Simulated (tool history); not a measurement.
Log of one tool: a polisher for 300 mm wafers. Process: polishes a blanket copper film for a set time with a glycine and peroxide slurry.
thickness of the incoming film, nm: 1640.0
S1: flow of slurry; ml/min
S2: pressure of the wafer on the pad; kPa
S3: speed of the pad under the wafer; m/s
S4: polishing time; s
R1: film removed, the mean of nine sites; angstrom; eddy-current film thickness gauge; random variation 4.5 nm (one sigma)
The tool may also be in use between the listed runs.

Run 1, hour 0: S1 285 ml/min, S2 22.8 kPa, S3 1 m/s, S4 103 s. Result: R1 5036.7 angstrom.
Run 2, hour 4.9: S1 285 ml/min, S2 22.8 kPa, S3 1 m/s, S4 109 s. Result: R1 5303 angstrom.
Run 3, hour 13.5: S1 285 ml/min, S2 20.7 kPa, S3 1 m/s, S4 109 s. Result: R1 4973.9 angstrom.
Run 4, hour 14.4: S1 285 ml/min, S2 20.7 kPa, S3 1.1 m/s, S4 109 s. Result: R1 5184.3 angstrom.
Run 5, hour 19.6: S1 285 ml/min, S2 19.3 kPa, S3 1.1 m/s, S4 109 s. Result: R1 4937.3 angstrom.
Run 6, hour 23.3: S1 250 ml/min, S2 19.3 kPa, S3 1.1 m/s, S4 109 s. Result: R1 4902.2 angstrom.
At hour 31.7: worn pad replaced by a new one.
Run 7, hour 31.7: S1 250 ml/min, S2 17.9 kPa, S3 1.1 m/s, S4 109 s. Result: R1 5101.2 angstrom.
Run 8, hour 38.1: S1 265 ml/min, S2 16.5 kPa, S3 1.06 m/s, S4 109 s. Result: R1 4786.7 angstrom.
Run 9, hour 46.8: S1 265 ml/min, S2 15.9 kPa, S3 1 m/s, S4 108 s. Result: R1 4331.6 angstrom.

Forecast run 10:
Run 10, hour 48.5: S1 265 ml/min, S2 15.2 kPa, S3 0.98 m/s, S4 108 s. Result: R1 ?.

R1: 4166.9 angstrom
